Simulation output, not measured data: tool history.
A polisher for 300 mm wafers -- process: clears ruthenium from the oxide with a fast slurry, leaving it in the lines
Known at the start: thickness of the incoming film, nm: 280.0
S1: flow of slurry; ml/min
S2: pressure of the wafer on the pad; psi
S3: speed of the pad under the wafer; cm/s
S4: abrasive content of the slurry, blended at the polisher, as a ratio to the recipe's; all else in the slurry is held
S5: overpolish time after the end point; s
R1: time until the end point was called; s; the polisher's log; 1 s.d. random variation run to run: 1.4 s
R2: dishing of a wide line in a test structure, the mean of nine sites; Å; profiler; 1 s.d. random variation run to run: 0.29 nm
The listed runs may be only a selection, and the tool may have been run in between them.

run  hour   S1   S2  S3    S4  S5      R1      R2
  1     0  205  2.2  78     1  11   93.62  283.62
  2   5.1  205  2.5  78     1  11  85.525  319.27
  3  13.1  245  2.5  78     1  11  83.317  318.45
  4  21.6  245  2.4  78     1  10   87.33  290.19
  5  23.8  265  2.4  78     1  10  83.628  282.91
  6  25.7  265  2.4  64     1  10  103.14  248.96
  7  33.5  275  2.3  66  0.95   9  105.87  211.82
  8  34.1  275  2.3  66  0.95   9  105.35  201.74
  9  35.4  275  2.3  66   0.9   8   110.9  192.93
 10  36.2  265    2  66  1.15   3   105.3  73.396

Expected results for the next run?
 11  41.7  265  2.1  66  1.1   3   ?   ?

R1: 104.99 s
R2: 77.952 Å
